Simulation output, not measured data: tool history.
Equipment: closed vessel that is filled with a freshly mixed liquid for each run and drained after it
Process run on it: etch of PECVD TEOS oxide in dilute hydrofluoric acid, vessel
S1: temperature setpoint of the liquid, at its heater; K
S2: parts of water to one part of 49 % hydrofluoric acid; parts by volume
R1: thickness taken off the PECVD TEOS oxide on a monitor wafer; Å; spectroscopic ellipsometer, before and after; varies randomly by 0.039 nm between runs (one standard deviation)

{"run": 1, "hour": 0.0, "S1": 293.15, "S2": 225, "time in the liquid (s)": 260, "R1": 127.14}
{"run": 2, "hour": 3.1, "S1": 293.15, "S2": 225, "time in the liquid (s)": 280, "R1": 137.63}
{"run": 3, "hour": 9.2, "S1": 293.15, "S2": 295, "time in the liquid (s)": 280, "R1": 98.345}
{"run": 4, "hour": 18.0, "S1": 292.15, "S2": 315, "time in the liquid (s)": 280, "R1": 87.134}
{"run": 5, "hour": 25.6, "S1": 292.15, "S2": 270, "time in the liquid (s)": 280, "R1": 104.87}
{"run": 6, "hour": 33.8, "S1": 291.65, "S2": 295, "time in the liquid (s)": 280, "R1": 93.438}
{"run": 7, "hour": 38.1, "S1": 291.15, "S2": 315, "time in the liquid (s)": 280, "R1": 84.544}
{"run": 8, "hour": 44.7, "S1": 290.65, "S2": 330, "time in the liquid (s)": 280, "R1": 78.598}
{"run": 9, "hour": 53.4, "S1": 290.65, "S2": 340, "time in the liquid (s)": 280, "R1": 75.044}

The next listed run, before its measurement:
{"run": 10, "hour": 54.2, "S1": 290.15, "S2": 365, "time in the liquid (s)": 280, "R1": "?"}

{"run 10": {"R1": 67.101}}

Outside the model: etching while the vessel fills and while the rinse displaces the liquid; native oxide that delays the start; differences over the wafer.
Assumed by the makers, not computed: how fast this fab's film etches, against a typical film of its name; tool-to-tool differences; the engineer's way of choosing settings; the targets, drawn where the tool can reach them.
